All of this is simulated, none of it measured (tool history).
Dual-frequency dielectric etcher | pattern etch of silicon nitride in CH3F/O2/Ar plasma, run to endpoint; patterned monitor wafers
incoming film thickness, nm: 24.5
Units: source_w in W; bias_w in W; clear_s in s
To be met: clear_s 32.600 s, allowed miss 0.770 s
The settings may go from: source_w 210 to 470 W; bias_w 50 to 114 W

run 1 day=0.000 | source_w=340 bias_w=82 | clear_s=37.556
run 2 day=0.238 | source_w=280 bias_w=82 | clear_s=41.392
run 3 day=0.429 | source_w=310 bias_w=84 | clear_s=38.294
run 4 day=0.512 | source_w=310 bias_w=76 | clear_s=40.070
run 5 day=0.804 | source_w=370 bias_w=76 | clear_s=36.889
run 6 day=0.975 | source_w=350 bias_w=76 | clear_s=37.791
run 7 day=1.333 | source_w=370 bias_w=77 | clear_s=36.094
run 8 day=1.662 | source_w=380 bias_w=78 | clear_s=35.810
run 9 day=1.833 | source_w=390 bias_w=79 | clear_s=35.657
run 10 day=1.896 | source_w=400 bias_w=80 | clear_s=34.957
run 11 day=1.921 | source_w=410 bias_w=81 | clear_s=34.635

Which of these 4 next moves meets every target?
run A day=1.946 | source_w=470 bias_w=98 | clear_s=?
run B day=1.946 | source_w=450 bias_w=97 | clear_s=?
run C day=1.946 | source_w=420 bias_w=95 | clear_s=?
run D day=1.946 | source_w=450 bias_w=73 | clear_s=?

move=A clear_s=30.607
move=B clear_s=31.283
move=C clear_s=32.442
move=D clear_s=34.115
A: takes the result that was furthest off past its target
B: takes the result that was furthest off past its target
C: meets every target
D: nearer than the last run, and not there yet
The right move is C.
